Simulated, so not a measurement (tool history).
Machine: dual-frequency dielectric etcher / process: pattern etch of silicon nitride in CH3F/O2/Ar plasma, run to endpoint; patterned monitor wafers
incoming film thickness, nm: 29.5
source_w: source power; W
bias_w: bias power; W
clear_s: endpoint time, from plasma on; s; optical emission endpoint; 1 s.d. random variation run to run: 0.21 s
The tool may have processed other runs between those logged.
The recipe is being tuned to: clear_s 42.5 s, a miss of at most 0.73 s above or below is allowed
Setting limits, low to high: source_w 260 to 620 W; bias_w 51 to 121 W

run,hour,source_w,bias_w,clear_s
1,0,440,86,37.668
2,4.5,440,96,36.19
3,8.1,440,81,38.819
4,15.5,520,81,36.707
5,21,500,80,37.146
6,25.7,550,80,35.941
7,29.5,530,79,36.684
8,37.8,510,78,37.048
9,42.3,490,77,38.354
10,47.2,480,77,38.278
11,48.4,470,77,38.879
12,51.3,460,77,39.236
13,52.8,450,77,39.517
14,58.8,360,74,43.327

4 next moves are on the table. One of them brings every result within its allowed miss. Which?
A,64.8,320,78,?
B,64.8,290,83,?
C,64.8,390,83,?
D,64.8,370,77,?

move,clear_s
A,44.224
B,44.538
C,40.017
D,42.194
A: its largest miss is bigger than the last run's
B: its largest miss is bigger than the last run's
C: pushes the last run's worst result past its target
D: hits every target within its allowed miss
The right move is D.
